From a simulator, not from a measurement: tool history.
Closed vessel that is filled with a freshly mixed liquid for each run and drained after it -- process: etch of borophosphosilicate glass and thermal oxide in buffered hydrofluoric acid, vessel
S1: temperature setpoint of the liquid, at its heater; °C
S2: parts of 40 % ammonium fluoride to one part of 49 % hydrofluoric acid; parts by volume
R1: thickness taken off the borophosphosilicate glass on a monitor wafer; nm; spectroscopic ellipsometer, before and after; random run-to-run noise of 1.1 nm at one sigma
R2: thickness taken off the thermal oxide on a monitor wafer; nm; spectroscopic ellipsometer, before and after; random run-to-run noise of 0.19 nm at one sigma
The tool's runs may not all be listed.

run 1 hour=0.0 | S1=20.0 S2=23.5 time_in_the_liquid_(s)=60 | R1=79.247 R2=22.543
run 2 hour=5.7 | S1=22.0 S2=22.5 time_in_the_liquid_(s)=60 | R1=91.145 R2=26.088
run 3 hour=6.4 | S1=22.0 S2=19.5 time_in_the_liquid_(s)=60 | R1=101.000 R2=28.601
run 4 hour=12.5 | S1=23.5 S2=19.5 time_in_the_liquid_(s)=60 | R1=112.000 R2=31.459
run 5 hour=21.0 | S1=24.5 S2=19.5 time_in_the_liquid_(s)=60 | R1=115.690 R2=32.999
run 6 hour=28.6 | S1=21.5 S2=19.5 time_in_the_liquid_(s)=60 | R1=99.185 R2=27.891
run 7 hour=36.1 | S1=23.0 S2=19.5 time_in_the_liquid_(s)=60 | R1=107.110 R2=30.680
run 8 hour=44.2 | S1=24.0 S2=19.5 time_in_the_liquid_(s)=60 | R1=113.250 R2=32.208

Run 9, settings as shown, results not yet in. Your forecast:
run 9 hour=52.7 | S1=28.0 S2=18.5 time_in_the_liquid_(s)=60 | R1=? R2=?

Run 9 came out at R1 149.170 nm, R2 41.944 nm.
